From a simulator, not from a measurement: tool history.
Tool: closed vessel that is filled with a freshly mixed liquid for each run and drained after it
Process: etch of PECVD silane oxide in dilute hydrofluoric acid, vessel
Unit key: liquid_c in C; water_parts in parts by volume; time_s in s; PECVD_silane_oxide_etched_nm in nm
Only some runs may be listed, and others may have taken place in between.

| run | hour | liquid_c | water_parts | time_s | PECVD_silane_oxide_etched_nm |
|---|---|---|---|---|---|
| 1 | 0.0 | 26.0 | 230 | 40 | 2.5679 |
| 2 | 6.2 | 26.0 | 230 | 40 | 2.5634 |
| 3 | 14.6 | 25.0 | 250 | 40 | 2.2325 |
| 4 | 15.4 | 23.0 | 250 | 40 | 2.0829 |
| 5 | 19.2 | 22.5 | 265 | 40 | 1.9042 |
| 6 | 26.4 | 19.5 | 265 | 40 | 1.7180 |
| 7 | 28.3 | 19.5 | 280 | 40 | 1.5896 |

Expected results for the next run?
| 8 | 31.6 | 19.5 | 290 | 40 | ? |

{"run 8": {"PECVD_silane_oxide_etched_nm": 1.5102}}
